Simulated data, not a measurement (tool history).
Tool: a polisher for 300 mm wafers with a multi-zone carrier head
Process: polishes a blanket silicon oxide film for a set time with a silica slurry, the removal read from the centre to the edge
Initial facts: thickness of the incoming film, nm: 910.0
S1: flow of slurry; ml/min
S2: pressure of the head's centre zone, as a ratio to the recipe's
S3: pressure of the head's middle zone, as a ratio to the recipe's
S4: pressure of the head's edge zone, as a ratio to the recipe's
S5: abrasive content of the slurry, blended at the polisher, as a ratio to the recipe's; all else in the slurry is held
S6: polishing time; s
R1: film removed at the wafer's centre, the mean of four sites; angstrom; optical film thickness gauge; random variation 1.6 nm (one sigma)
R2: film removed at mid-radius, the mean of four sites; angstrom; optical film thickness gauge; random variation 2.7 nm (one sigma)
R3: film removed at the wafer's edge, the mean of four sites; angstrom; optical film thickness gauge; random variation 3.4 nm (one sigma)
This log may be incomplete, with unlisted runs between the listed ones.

run	hour	S1	S2	S3	S4	S5	S6	R1	R2	R3
1	0	145	1	1	1	1	67	2679.4	2689.6	2563.9
2	2.3	145	1	1.06	1	1	67	2688.1	2787.9	2562.7
3	8.6	120	1	1.06	1	1	67	2621.2	2648.1	2474.6
4	9.1	110	0.98	1	1.02	0.95	67	2462.4	2441.5	2428.4
5	13.6	105	0.97	0.96	1.03	0.95	67	2399	2391.5	2458.8
6	19	100	0.97	0.93	1.04	0.9	67	2291.1	2244.6	2366.5

Expected results for the next run?
7	26.3	95	0.97	0.9	1.05	0.9	67	?	?	?

{"run 7": {"R1": 2251.6, "R2": 2109, "R3": 2389.8}}
